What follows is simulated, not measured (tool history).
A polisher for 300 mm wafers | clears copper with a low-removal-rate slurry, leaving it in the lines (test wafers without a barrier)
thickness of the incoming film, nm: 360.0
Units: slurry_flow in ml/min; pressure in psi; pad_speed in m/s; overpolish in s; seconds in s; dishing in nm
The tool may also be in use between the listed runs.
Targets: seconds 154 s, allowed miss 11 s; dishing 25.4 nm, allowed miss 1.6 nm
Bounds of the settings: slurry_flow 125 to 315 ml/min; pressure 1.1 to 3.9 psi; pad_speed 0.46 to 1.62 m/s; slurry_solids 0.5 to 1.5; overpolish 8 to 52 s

run 1 hour=0 | slurry_flow=205 pressure=2.5 pad_speed=1.04 slurry_solids=1 overpolish=26 | seconds=150.32 dishing=37.58
run 2 hour=5.4 | slurry_flow=180 pressure=2.5 pad_speed=1.04 slurry_solids=1 overpolish=26 | seconds=157.15 dishing=37.661
run 3 hour=11.3 | slurry_flow=180 pressure=2.9 pad_speed=1.04 slurry_solids=1 overpolish=26 | seconds=140.26 dishing=40.633
run 4 hour=14.6 | slurry_flow=190 pressure=2.8 pad_speed=1.04 slurry_solids=1 overpolish=23 | seconds=142.24 dishing=36.237
run 5 hour=22.4 | slurry_flow=190 pressure=2.8 pad_speed=1.04 slurry_solids=1.1 overpolish=23 | seconds=143.34 dishing=37.537
-- hour=27.9 slurry nozzle cleaned
run 6 hour=27.9 | slurry_flow=190 pressure=3 pad_speed=1.04 slurry_solids=1.1 overpolish=23 | seconds=128.44 dishing=39.362
run 7 hour=34.5 | slurry_flow=195 pressure=2.9 pad_speed=1.02 slurry_solids=1.1 overpolish=21 | seconds=134.61 dishing=35.884
run 8 hour=39.7 | slurry_flow=200 pressure=2.8 pad_speed=1.02 slurry_solids=1.1 overpolish=19 | seconds=135.26 dishing=33.09
run 9 hour=48.7 | slurry_flow=200 pressure=2.7 pad_speed=1.02 slurry_solids=1.1 overpolish=18 | seconds=134.18 dishing=30.434
run 10 hour=49.7 | slurry_flow=195 pressure=2.6 pad_speed=1.02 slurry_solids=1.1 overpolish=18 | seconds=141.85 dishing=30.117
run 11 hour=55.7 | slurry_flow=195 pressure=2.6 pad_speed=1.02 slurry_solids=1.1 overpolish=18 | seconds=150.67 dishing=29.469
run 12 hour=56.6 | slurry_flow=195 pressure=2.6 pad_speed=1.02 slurry_solids=1.1 overpolish=17 | seconds=138.25 dishing=28.12

4 next moves are on the table. One of them brings every result within its allowed miss. Which?
run A hour=57.5 | slurry_flow=160 pressure=2.1 pad_speed=1.2 slurry_solids=1.2 overpolish=16 | seconds=? dishing=?
run B hour=57.5 | slurry_flow=185 pressure=3.3 pad_speed=0.56 slurry_solids=1.1 overpolish=25 | seconds=? dishing=?
run C hour=57.5 | slurry_flow=210 pressure=2.9 pad_speed=1.38 slurry_solids=0.9 overpolish=13 | seconds=? dishing=?
run D hour=57.5 | slurry_flow=150 pressure=3.3 pad_speed=1.22 slurry_solids=1 overpolish=13 | seconds=? dishing=?

move=A seconds=150.15 dishing=24.613
move=B seconds=166.66 dishing=33.067
move=C seconds=105.64 dishing=28.024
move=D seconds=107.87 dishing=27.635
A: meets every target
B: further off than the last run
C: further off than the last run
D: further off than the last run
Answer: A
